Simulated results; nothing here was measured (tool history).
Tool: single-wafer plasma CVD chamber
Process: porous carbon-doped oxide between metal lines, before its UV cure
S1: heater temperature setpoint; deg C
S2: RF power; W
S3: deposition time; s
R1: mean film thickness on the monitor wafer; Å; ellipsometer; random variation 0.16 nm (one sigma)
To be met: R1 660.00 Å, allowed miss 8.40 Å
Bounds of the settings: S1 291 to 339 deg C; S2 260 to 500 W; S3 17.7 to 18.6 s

Run 1, day 0.000: S1 315 deg C, S2 380 W, S3 18.6 s. Result: R1 817.73 Å.
Run 2, day 0.212: S1 315 deg C, S2 410 W, S3 18.6 s. Result: R1 884.08 Å.
Run 3, day 0.462: S1 315 deg C, S2 410 W, S3 18.6 s. Result: R1 880.32 Å.
Run 4, day 0.525: S1 318 deg C, S2 400 W, S3 18.6 s. Result: R1 845.94 Å.
Run 5, day 0.762: S1 321 deg C, S2 390 W, S3 18.6 s. Result: R1 813.87 Å.
Run 6, day 1.029: S1 323 deg C, S2 380 W, S3 18.6 s. Result: R1 781.34 Å.
Run 7, day 1.229: S1 325 deg C, S2 375 W, S3 18.6 s. Result: R1 762.28 Å.
Run 8, day 1.358: S1 327 deg C, S2 370 W, S3 18.6 s. Result: R1 744.14 Å.
Run 9, day 1.583: S1 329 deg C, S2 365 W, S3 18.6 s. Result: R1 726.42 Å.
Run 10, day 1.888: S1 330 deg C, S2 365 W, S3 18.6 s. Result: R1 721.12 Å.
Run 11, day 2.167: S1 331 deg C, S2 365 W, S3 18.6 s. Result: R1 720.78 Å.
Run 12, day 2.338: S1 331 deg C, S2 365 W, S3 18.6 s. Result: R1 717.27 Å.
Run 13, day 2.367: S1 332 deg C, S2 365 W, S3 18.6 s. Result: R1 716.02 Å.

Which of these 5 next moves meets every target?
Run A, day 2.396: S1 332 deg C, S2 335 W, S3 18.6 s. Result: R1 ?.
Run B, day 2.396: S1 333 deg C, S2 355 W, S3 18.4 s. Result: R1 ?.
Run C, day 2.396: S1 331 deg C, S2 360 W, S3 18.2 s. Result: R1 ?.
Run D, day 2.396: S1 337 deg C, S2 390 W, S3 18.6 s. Result: R1 ?.
Run E, day 2.396: S1 329 deg C, S2 380 W, S3 18.6 s. Result: R1 ?.

move      R1
   A  658.85
   B  687.47
   C  696.89
   D  746.33
   E  758.41
A: meets every target
B: nearer than the last run, and not there yet
C: nearer than the last run, and not there yet
D: further off than the last run
E: further off than the last run
Answer: A
